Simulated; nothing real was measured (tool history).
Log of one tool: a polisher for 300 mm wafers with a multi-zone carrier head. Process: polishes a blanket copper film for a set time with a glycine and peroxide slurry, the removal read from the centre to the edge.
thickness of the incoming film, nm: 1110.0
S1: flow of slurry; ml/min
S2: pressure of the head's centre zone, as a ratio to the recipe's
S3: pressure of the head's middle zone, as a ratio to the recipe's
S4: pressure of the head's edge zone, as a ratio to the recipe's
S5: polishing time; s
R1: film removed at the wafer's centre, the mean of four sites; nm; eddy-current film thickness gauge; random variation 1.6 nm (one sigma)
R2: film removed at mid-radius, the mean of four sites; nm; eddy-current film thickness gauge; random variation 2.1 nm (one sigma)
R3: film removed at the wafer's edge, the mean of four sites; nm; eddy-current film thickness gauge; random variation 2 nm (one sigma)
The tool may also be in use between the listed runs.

Run 1, hour 0: S1 240 ml/min, S2 1, S3 1, S4 1, S5 41 s. Result: R1 151.25 nm, R2 158.97 nm, R3 155.22 nm.
Run 2, hour 7.1: S1 255 ml/min, S2 1.05, S3 0.99, S4 1.01, S5 41 s. Result: R1 161.4 nm, R2 156.94 nm, R3 158.72 nm.
Run 3, hour 15.7: S1 255 ml/min, S2 1.05, S3 1.04, S4 1.01, S5 41 s. Result: R1 160.17 nm, R2 161.99 nm, R3 154.98 nm.
Run 4, hour 17.6: S1 265 ml/min, S2 1.09, S3 1.03, S4 1.02, S5 41 s. Result: R1 167.9 nm, R2 162.38 nm, R3 157.34 nm.
Run 5, hour 20.3: S1 265 ml/min, S2 1.02, S3 1.03, S4 1.02, S5 41 s. Result: R1 155.13 nm, R2 158.29 nm, R3 162.25 nm.
Run 6, hour 26.3: S1 265 ml/min, S2 1.02, S3 1.03, S4 1.02, S5 35 s. Result: R1 133.96 nm, R2 139.31 nm, R3 135.27 nm.

Forecast run 7:
Run 7, hour 32.7: S1 275 ml/min, S2 1.07, S3 1.03, S4 1.03, S5 37 s. Result: R1 ?, R2 ?, R3 ?.

Run 7 gave R1 151.19 nm, R2 148.86 nm, R3 143.09 nm.

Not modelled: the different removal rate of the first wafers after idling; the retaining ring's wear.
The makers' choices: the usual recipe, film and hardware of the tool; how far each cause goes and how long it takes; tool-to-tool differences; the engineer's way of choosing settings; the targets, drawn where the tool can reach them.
